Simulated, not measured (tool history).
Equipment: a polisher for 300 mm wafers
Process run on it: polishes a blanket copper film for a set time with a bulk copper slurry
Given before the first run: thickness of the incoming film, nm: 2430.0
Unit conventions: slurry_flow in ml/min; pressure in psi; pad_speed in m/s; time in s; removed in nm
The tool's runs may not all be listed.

run 1 day=0 | slurry_flow=195 pressure=3.2 pad_speed=1.3 slurry_solids=1 time=60 | removed=978.36
run 2 day=0.062 | slurry_flow=195 pressure=3.2 pad_speed=1.3 slurry_solids=1.1 time=60 | removed=1017.4
run 3 day=0.25 | slurry_flow=190 pressure=2.7 pad_speed=1.3 slurry_solids=1.1 time=60 | removed=871.28
run 4 day=0.417 | slurry_flow=185 pressure=2.3 pad_speed=1.3 slurry_solids=1.1 time=60 | removed=774.75
run 5 day=0.696 | slurry_flow=180 pressure=2.1 pad_speed=1.28 slurry_solids=1.1 time=60 | removed=725.82
run 6 day=0.783 | slurry_flow=180 pressure=2.1 pad_speed=1.28 slurry_solids=1.1 time=60 | removed=716.92

The next listed run, before its measurement:
run 7 day=0.858 | slurry_flow=180 pressure=1.9 pad_speed=1.28 slurry_solids=1.1 time=60 | removed=?

{"run 7": {"removed": 663.89}}

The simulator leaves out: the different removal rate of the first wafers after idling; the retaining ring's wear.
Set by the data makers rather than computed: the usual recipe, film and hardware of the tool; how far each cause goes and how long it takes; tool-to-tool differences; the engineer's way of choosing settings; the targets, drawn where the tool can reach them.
